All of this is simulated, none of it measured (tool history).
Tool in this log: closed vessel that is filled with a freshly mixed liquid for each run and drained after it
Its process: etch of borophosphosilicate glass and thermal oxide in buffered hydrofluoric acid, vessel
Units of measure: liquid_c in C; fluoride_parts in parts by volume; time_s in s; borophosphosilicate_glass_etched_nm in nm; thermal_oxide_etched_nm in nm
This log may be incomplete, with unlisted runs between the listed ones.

run  hour  liquid_c  fluoride_parts  time_s  borophosphosilicate_glass_etched_nm  thermal_oxide_etched_nm
  1     0        25              12      60                               128.23                   54.992
  2   6.9        25              12      75                               160.98                   68.849
  3  13.8        25              14      75                               139.28                    58.89
  4  16.7      22.5              14      75                               118.96                   51.142
  5  23.1      22.5              14     100                               161.77                   68.759
  6  24.8      22.5              14      85                               137.61                   58.341

What does the tool deliver on the next run?
  7  31.3      20.5            14.5      85                                    ?                        ?

Run 7 measured borophosphosilicate_glass_etched_nm 117.44 nm, thermal_oxide_etched_nm 50.687 nm.
